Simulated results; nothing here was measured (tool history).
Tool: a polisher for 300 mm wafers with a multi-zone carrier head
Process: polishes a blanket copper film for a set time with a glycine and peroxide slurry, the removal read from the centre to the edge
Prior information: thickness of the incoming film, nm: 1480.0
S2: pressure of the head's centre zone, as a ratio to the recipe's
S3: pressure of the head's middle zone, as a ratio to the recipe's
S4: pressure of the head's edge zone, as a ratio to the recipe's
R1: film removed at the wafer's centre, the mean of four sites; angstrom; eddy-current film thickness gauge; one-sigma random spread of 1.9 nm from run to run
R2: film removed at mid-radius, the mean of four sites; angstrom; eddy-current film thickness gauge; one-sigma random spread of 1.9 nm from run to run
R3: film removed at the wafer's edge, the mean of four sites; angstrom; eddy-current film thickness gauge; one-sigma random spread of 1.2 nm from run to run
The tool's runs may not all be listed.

Run 1, hour 0: flow of slurry (ml/min) 305, S2 1, S3 1, S4 1, polishing time (s) 63. Result: R1 2426.5 angstrom, R2 2578.4 angstrom, R3 2515.1 angstrom.
Run 2, hour 2.9: flow of slurry (ml/min) 290, S2 1, S3 0.98, S4 0.97, polishing time (s) 58. Result: R1 2279.3 angstrom, R2 2328.3 angstrom, R3 2222.4 angstrom.
Run 3, hour 9.6: flow of slurry (ml/min) 290, S2 1, S3 0.98, S4 0.9, polishing time (s) 58. Result: R1 2297.3 angstrom, R2 2337 angstrom, R3 2165 angstrom.
Run 4, hour 12.7: flow of slurry (ml/min) 290, S2 1, S3 0.98, S4 0.9, polishing time (s) 49. Result: R1 1912.1 angstrom, R2 1940.1 angstrom, R3 1875.5 angstrom.
Run 5, hour 14.8: flow of slurry (ml/min) 250, S2 1, S3 0.98, S4 0.9, polishing time (s) 49. Result: R1 1900.8 angstrom, R2 1902.7 angstrom, R3 1826.1 angstrom.
Run 6, hour 18.3: flow of slurry (ml/min) 250, S2 1, S3 0.98, S4 0.9, polishing time (s) 36. Result: R1 1406.1 angstrom, R2 1401.9 angstrom, R3 1340.8 angstrom.
Run 7, hour 25.5: flow of slurry (ml/min) 245, S2 1, S3 0.98, S4 0.9, polishing time (s) 36. Result: R1 1384.4 angstrom, R2 1406.2 angstrom, R3 1367.4 angstrom.
Run 8, hour 29.3: flow of slurry (ml/min) 240, S2 1.01, S3 0.98, S4 0.89, polishing time (s) 36. Result: R1 1414.1 angstrom, R2 1379.6 angstrom, R3 1326.8 angstrom.

For run 9, what comes out?
Run 9, hour 32.4: flow of slurry (ml/min) 225, S2 1.01, S3 0.93, S4 0.86, polishing time (s) 34. Result: R1 ?, R2 ?, R3 ?.

R1: 1316.3 angstrom
R2: 1245.3 angstrom
R3: 1230 angstrom

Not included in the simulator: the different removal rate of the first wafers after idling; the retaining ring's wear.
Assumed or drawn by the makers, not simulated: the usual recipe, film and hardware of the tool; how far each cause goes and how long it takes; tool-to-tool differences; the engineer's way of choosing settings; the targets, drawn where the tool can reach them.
